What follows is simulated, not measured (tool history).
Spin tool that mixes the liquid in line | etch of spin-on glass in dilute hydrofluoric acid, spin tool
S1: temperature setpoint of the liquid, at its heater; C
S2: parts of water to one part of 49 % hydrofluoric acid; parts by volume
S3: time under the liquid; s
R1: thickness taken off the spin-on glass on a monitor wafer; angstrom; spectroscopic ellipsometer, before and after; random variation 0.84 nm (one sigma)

run 1 day=0.000 | S1=25.0 S2=75 S3=160 | R1=610.50
run 2 day=0.375 | S1=25.0 S2=75 S3=160 | R1=610.84
run 3 day=0.592 | S1=25.0 S2=100 S3=160 | R1=446.20
run 4 day=0.812 | S1=25.0 S2=100 S3=170 | R1=470.95
run 5 day=1.167 | S1=25.0 S2=70 S3=170 | R1=708.53
run 6 day=1.200 | S1=25.0 S2=95 S3=170 | R1=495.46
run 7 day=1.279 | S1=27.0 S2=80 S3=170 | R1=646.75
run 8 day=1.612 | S1=28.5 S2=70 S3=170 | R1=816.35
run 9 day=1.771 | S1=32.5 S2=50 S3=170 | R1=1360.50
run 10 day=2.017 | S1=32.5 S2=50 S3=170 | R1=1361.00

Run 11 comes next. What will it give?
run 11 day=2.075 | S1=32.0 S2=50 S3=170 | R1=?

Run 11 gave R1 1335.00 angstrom.

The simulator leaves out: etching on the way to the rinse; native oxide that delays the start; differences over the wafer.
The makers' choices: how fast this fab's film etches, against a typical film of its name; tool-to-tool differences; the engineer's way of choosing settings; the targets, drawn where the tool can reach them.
